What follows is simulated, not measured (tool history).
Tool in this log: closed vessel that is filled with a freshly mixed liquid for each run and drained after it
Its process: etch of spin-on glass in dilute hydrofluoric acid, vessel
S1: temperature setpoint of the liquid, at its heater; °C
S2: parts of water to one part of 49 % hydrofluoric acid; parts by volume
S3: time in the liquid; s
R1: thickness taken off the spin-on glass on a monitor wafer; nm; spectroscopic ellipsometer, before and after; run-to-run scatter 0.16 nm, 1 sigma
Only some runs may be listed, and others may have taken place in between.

run,hour,S1,S2,S3,R1
1,0,21,105,30,12.697
2,3.7,21,120,30,10.911
3,9.1,21,90,30,15.087
4,13.5,21,90,30,15.087
5,22.6,21,90,30,15.259
6,24.7,22,85,30,16.801
7,26.9,23,80,30,18.665
8,30.6,24,75,30,20.828

Estimate the outcome of run 9 from the log above:
9,33.1,24.5,70,30,?

R1: 22.939 nm
